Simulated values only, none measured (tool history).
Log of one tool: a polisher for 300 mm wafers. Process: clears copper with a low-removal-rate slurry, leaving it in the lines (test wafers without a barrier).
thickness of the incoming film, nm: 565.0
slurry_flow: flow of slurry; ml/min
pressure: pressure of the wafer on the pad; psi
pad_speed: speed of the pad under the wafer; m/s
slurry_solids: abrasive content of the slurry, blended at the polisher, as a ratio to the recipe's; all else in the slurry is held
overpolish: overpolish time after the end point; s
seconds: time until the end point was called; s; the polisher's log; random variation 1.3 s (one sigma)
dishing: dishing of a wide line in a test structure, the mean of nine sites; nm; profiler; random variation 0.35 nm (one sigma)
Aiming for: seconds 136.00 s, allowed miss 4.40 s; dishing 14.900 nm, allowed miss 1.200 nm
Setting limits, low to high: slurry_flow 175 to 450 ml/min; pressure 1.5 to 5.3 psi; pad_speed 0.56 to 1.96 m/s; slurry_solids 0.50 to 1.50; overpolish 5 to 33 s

run 1 hour=0.0 | slurry_flow=290 pressure=3.4 pad_speed=1.26 slurry_solids=1.00 overpolish=17 | seconds=105.44 dishing=47.442
run 2 hour=4.9 | slurry_flow=290 pressure=3.1 pad_speed=1.30 slurry_solids=1.00 overpolish=15 | seconds=115.14 dishing=42.855
run 3 hour=11.5 | slurry_flow=310 pressure=3.2 pad_speed=1.18 slurry_solids=1.10 overpolish=13 | seconds=116.37 dishing=36.410
run 4 hour=19.3 | slurry_flow=335 pressure=3.2 pad_speed=1.08 slurry_solids=1.15 overpolish=12 | seconds=124.84 dishing=32.727
run 5 hour=20.0 | slurry_flow=355 pressure=3.2 pad_speed=1.02 slurry_solids=1.20 overpolish=11 | seconds=133.37 dishing=32.036
run 6 hour=25.4 | slurry_flow=355 pressure=3.2 pad_speed=0.80 slurry_solids=1.20 overpolish=11 | seconds=167.28 dishing=26.212
run 7 hour=27.8 | slurry_flow=325 pressure=3.3 pad_speed=0.78 slurry_solids=1.25 overpolish=10 | seconds=162.93 dishing=23.904
run 8 hour=30.5 | slurry_flow=300 pressure=3.5 pad_speed=0.76 slurry_solids=1.30 overpolish=9 | seconds=157.45 dishing=21.456
run 9 hour=35.5 | slurry_flow=280 pressure=3.6 pad_speed=0.76 slurry_solids=1.35 overpolish=8 | seconds=150.65 dishing=20.931
run 10 hour=40.0 | slurry_flow=260 pressure=3.7 pad_speed=0.74 slurry_solids=1.40 overpolish=7 | seconds=151.46 dishing=18.163
run 11 hour=45.9 | slurry_flow=245 pressure=3.8 pad_speed=0.74 slurry_solids=1.40 overpolish=7 | seconds=150.47 dishing=18.710
run 12 hour=47.0 | slurry_flow=325 pressure=3.2 pad_speed=0.88 slurry_solids=1.40 overpolish=5 | seconds=146.08 dishing=14.324
run 13 hour=50.3 | slurry_flow=330 pressure=3.2 pad_speed=0.88 slurry_solids=1.40 overpolish=5 | seconds=145.76 dishing=14.035
run 14 hour=58.5 | slurry_flow=330 pressure=3.2 pad_speed=0.88 slurry_solids=1.40 overpolish=5 | seconds=147.01 dishing=14.213

Which of these 5 next moves meets every target?
run A hour=66.7 | slurry_flow=225 pressure=3.1 pad_speed=0.96 slurry_solids=1.30 overpolish=5 | seconds=? dishing=?
run B hour=66.7 | slurry_flow=280 pressure=3.1 pad_speed=0.82 slurry_solids=1.45 overpolish=6 | seconds=? dishing=?
run C hour=66.7 | slurry_flow=320 pressure=3.6 pad_speed=0.84 slurry_solids=1.45 overpolish=5 | seconds=? dishing=?
run D hour=66.7 | slurry_flow=335 pressure=3.2 pad_speed=0.80 slurry_solids=1.30 overpolish=6 | seconds=? dishing=?
run E hour=66.7 | slurry_flow=325 pressure=2.9 pad_speed=0.88 slurry_solids=1.40 overpolish=6 | seconds=? dishing=?

move=A seconds=143.20 dishing=13.750
move=B seconds=159.98 dishing=14.672
move=C seconds=134.21 dishing=14.624
move=D seconds=161.54 dishing=14.553
move=E seconds=159.51 dishing=14.692
A: nearer the targets than the last run, but a result is still out of spec
B: its largest miss is bigger than the last run's
C: all results land within tolerance of their targets
D: its largest miss is bigger than the last run's
E: its largest miss is bigger than the last run's
Answer: C
